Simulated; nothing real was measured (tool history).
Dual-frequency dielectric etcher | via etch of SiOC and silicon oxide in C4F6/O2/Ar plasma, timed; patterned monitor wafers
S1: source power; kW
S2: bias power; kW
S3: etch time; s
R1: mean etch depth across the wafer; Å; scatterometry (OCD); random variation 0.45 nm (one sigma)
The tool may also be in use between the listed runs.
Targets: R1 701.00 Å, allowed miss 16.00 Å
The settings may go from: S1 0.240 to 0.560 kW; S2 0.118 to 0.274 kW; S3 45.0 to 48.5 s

Run 1, day 0.000: S1 0.400 kW, S2 0.196 kW, S3 48.5 s. Result: R1 609.61 Å.
Run 2, day 0.183: S1 0.430 kW, S2 0.200 kW, S3 48.5 s. Result: R1 629.96 Å.
Run 3, day 0.338: S1 0.450 kW, S2 0.203 kW, S3 48.5 s. Result: R1 649.59 Å.
Run 4, day 0.512: S1 0.450 kW, S2 0.203 kW, S3 45.0 s. Result: R1 601.26 Å.
Run 5, day 0.838: S1 0.470 kW, S2 0.212 kW, S3 45.5 s. Result: R1 621.21 Å.
Run 6, day 1.200: S1 0.470 kW, S2 0.180 kW, S3 45.5 s. Result: R1 585.28 Å.
Run 7, day 1.312: S1 0.480 kW, S2 0.193 kW, S3 46.0 s. Result: R1 622.05 Å.
Run 8, day 1.638: S1 0.490 kW, S2 0.199 kW, S3 46.0 s. Result: R1 633.71 Å.
Run 9, day 1.679: S1 0.490 kW, S2 0.199 kW, S3 46.0 s. Result: R1 624.98 Å.

4 next moves are on the table. One of them brings every result within its allowed miss. Which?
Run A, day 1.721: S1 0.460 kW, S2 0.180 kW, S3 46.0 s. Result: R1 ?.
Run B, day 1.721: S1 0.440 kW, S2 0.198 kW, S3 45.0 s. Result: R1 ?.
Run C, day 1.721: S1 0.490 kW, S2 0.181 kW, S3 45.0 s. Result: R1 ?.
Run D, day 1.721: S1 0.550 kW, S2 0.206 kW, S3 48.5 s. Result: R1 ?.

move      R1
   A  594.11
   B  587.31
   C  595.37
   D  693.08
A: further off than the last run
B: further off than the last run
C: further off than the last run
D: meets every target
Move D is the one to make.
